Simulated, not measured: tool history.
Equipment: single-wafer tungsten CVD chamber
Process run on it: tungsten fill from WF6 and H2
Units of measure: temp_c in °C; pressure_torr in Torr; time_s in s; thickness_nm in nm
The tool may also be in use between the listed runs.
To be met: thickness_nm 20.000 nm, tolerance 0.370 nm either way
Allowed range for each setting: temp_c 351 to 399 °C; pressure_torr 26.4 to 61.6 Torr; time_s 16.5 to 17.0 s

| run | hour | temp_c | pressure_torr | time_s | thickness_nm |
|---|---|---|---|---|---|
| 1 | 0.0 | 375 | 44.0 | 16.5 | 34.013 |
| 2 | 6.4 | 380 | 44.0 | 16.5 | 37.280 |
| 3 | 9.0 | 374 | 42.6 | 16.5 | 32.603 |
| 4 | 12.7 | 374 | 36.4 | 16.5 | 29.139 |
| 5 | 20.4 | 374 | 36.4 | 16.5 | 29.164 |
| 6 | 29.0 | 370 | 36.3 | 16.5 | 26.926 |
| 7 | 34.8 | 358 | 35.7 | 16.5 | 21.092 |
| 8 | 37.6 | 357 | 35.7 | 16.5 | 20.769 |

Pick the move, out of 4, that brings all results within their allowed miss; only one does.
| A | 40.4 | 354 | 40.2 | 16.5 | ? |
| B | 40.4 | 356 | 33.8 | 17.0 | ? |
| C | 40.4 | 361 | 33.0 | 17.0 | ? |
| D | 40.4 | 366 | 31.8 | 16.6 | ? |

| move | thickness_nm |
|---|---|
| A | 21.403 |
| B | 20.008 |
| C | 21.592 |
| D | 22.450 |
A: moves away from the targets compared with the last run
B: hits every target within its allowed miss
C: moves away from the targets compared with the last run
D: moves away from the targets compared with the last run
Answer: B
